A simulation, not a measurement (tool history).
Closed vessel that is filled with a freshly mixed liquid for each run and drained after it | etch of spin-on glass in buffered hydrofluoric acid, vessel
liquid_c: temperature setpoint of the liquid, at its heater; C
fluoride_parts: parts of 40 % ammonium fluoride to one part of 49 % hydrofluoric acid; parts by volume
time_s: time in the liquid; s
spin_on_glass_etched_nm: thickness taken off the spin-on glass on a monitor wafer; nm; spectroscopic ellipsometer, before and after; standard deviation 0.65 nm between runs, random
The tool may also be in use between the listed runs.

| run | day | liquid_c | fluoride_parts | time_s | spin_on_glass_etched_nm |
|---|---|---|---|---|---|
| 1 | 0 | 25 | 20 | 30 | 54.996 |
| 2 | 0.208 | 28.5 | 20 | 30 | 66.987 |
| 3 | 0.325 | 29 | 20 | 30 | 68.894 |
| 4 | 0.562 | 29 | 20 | 30 | 69.166 |
| 5 | 0.621 | 29 | 26 | 30 | 57.477 |
| 6 | 0.912 | 29 | 30 | 30 | 52.014 |
| 7 | 1.212 | 30 | 28 | 30 | 56.716 |

What will run 8 give?
| 8 | 1.329 | 30.5 | 26 | 30 | ? |

{"run 8": {"spin_on_glass_etched_nm": 62.85}}
